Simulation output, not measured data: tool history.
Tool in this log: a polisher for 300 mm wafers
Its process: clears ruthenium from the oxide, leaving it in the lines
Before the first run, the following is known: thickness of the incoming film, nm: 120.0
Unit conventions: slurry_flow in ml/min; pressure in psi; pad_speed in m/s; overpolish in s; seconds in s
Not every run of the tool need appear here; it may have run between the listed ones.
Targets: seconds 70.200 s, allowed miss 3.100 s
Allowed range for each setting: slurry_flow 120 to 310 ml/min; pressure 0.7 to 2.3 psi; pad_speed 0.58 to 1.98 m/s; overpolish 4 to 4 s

{"run": 1, "hour": 0.0, "slurry_flow": 200, "pressure": 1.5, "pad_speed": 1.28, "overpolish": 4, "seconds": 125.82}
{"run": 2, "hour": 4.2, "slurry_flow": 200, "pressure": 1.6, "pad_speed": 1.28, "overpolish": 4, "seconds": 113.75}
{"run": 3, "hour": 11.1, "slurry_flow": 200, "pressure": 1.6, "pad_speed": 1.28, "overpolish": 4, "seconds": 114.69}
{"run": 4, "hour": 16.8, "slurry_flow": 200, "pressure": 1.7, "pad_speed": 1.28, "overpolish": 4, "seconds": 109.47}
{"run": 5, "hour": 24.4, "slurry_flow": 200, "pressure": 1.8, "pad_speed": 1.3, "overpolish": 4, "seconds": 100.54}
{"run": 6, "hour": 25.2, "slurry_flow": 200, "pressure": 1.8, "pad_speed": 1.3, "overpolish": 4, "seconds": 102.01}
{"run": 7, "hour": 32.8, "slurry_flow": 200, "pressure": 1.9, "pad_speed": 1.32, "overpolish": 4, "seconds": 94.242}
{"hour": 37.7, "done": "slurry nozzle cleaned"}
{"run": 8, "hour": 37.7, "slurry_flow": 200, "pressure": 2.1, "pad_speed": 1.36, "overpolish": 4, "seconds": 81.784}
{"run": 9, "hour": 41.5, "slurry_flow": 200, "pressure": 2.2, "pad_speed": 1.38, "overpolish": 4, "seconds": 75.798}

Which single option among these 5 for the next run brings every result within its allowed miss of target? Just one does.
{"run": "A", "hour": 45.3, "slurry_flow": 205, "pressure": 2.1, "pad_speed": 1.24, "overpolish": 4, "seconds": "?"}
{"run": "B", "hour": 45.3, "slurry_flow": 210, "pressure": 1.9, "pad_speed": 1.54, "overpolish": 4, "seconds": "?"}
{"run": "C", "hour": 45.3, "slurry_flow": 190, "pressure": 2.3, "pad_speed": 1.28, "overpolish": 4, "seconds": "?"}
{"run": "D", "hour": 45.3, "slurry_flow": 175, "pressure": 2.3, "pad_speed": 1.24, "overpolish": 4, "seconds": "?"}
{"run": "E", "hour": 45.3, "slurry_flow": 210, "pressure": 2.3, "pad_speed": 1.4, "overpolish": 4, "seconds": "?"}

move=A seconds=86.446
move=B seconds=77.061
move=C seconds=77.200
move=D seconds=80.211
move=E seconds=70.141
A: the biggest miss grows against the last run
B: the biggest miss grows against the last run
C: the biggest miss grows against the last run
D: the biggest miss grows against the last run
E: every result lands within tolerance
So the answer is move E, the one that meets all the targets.
